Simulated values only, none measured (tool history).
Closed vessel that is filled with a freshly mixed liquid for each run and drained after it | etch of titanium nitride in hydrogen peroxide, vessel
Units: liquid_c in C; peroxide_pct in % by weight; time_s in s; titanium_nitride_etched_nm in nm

| run | day | liquid_c | peroxide_pct | time_s | titanium_nitride_etched_nm |
|---|---|---|---|---|---|
| 1 | 0 | 54 | 25.5 | 325 | 29.674 |
| 2 | 0.254 | 55 | 25.5 | 325 | 31.872 |
| 3 | 0.362 | 56 | 25.5 | 325 | 34.5 |
| 4 | 0.392 | 56 | 27.5 | 325 | 34.672 |
| 5 | 0.454 | 57 | 27.5 | 325 | 38.139 |
| 6 | 0.65 | 57 | 30 | 325 | 38.137 |
| 7 | 0.933 | 57.5 | 30 | 325 | 39.457 |
| 8 | 0.962 | 58 | 30 | 325 | 40.509 |
| 9 | 1.296 | 58.5 | 30 | 325 | 42.583 |
| 10 | 1.554 | 59 | 30 | 325 | 44.251 |

Forecast run 11:
| 11 | 1.85 | 59.5 | 30 | 325 | ? |

{"run 11": {"titanium_nitride_etched_nm": 44.895}}
